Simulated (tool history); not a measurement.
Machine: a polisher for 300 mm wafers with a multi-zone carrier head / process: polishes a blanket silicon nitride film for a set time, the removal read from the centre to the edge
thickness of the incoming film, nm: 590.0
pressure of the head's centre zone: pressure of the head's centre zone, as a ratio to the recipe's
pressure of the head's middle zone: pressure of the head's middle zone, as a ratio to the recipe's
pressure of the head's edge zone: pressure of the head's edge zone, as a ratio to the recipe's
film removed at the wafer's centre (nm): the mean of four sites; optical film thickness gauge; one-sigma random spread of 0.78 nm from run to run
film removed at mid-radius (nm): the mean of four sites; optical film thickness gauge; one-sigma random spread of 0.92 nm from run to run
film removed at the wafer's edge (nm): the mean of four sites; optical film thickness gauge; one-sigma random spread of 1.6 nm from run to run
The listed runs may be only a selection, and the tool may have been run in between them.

run,hour,flow of slurry (ml/min),pressure of the head's centre zone,pressure of the head's middle zone,pressure of the head's edge zone,polishing time (s),film removed at the wafer's centre (nm),film removed at mid-radius (nm),film removed at the wafer's edge (nm)
1,0,290,1,1,1,85,117.31,116.05,113.37
2,1.9,290,1,1,1,105,145.6,141.92,141.89
3,8.4,225,1,1,1,105,139.03,139.9,138.44
4,13.8,225,0.97,1,1,105,138.31,139.32,134.87
5,17.9,225,0.97,1,1.04,105,138.22,139.69,138.79
6,18.5,210,0.93,1.01,1.08,101,126.66,136.29,136.75
7,19.8,205,0.9,1,1.08,99,119.84,130.61,132.97

Run 8, settings as shown, results not yet in. Your forecast:
8,27.4,200,0.88,1,1.07,98,?,?,?

film removed at the wafer's centre (nm): 117.62
film removed at mid-radius (nm): 129.57
film removed at the wafer's edge (nm): 129.06
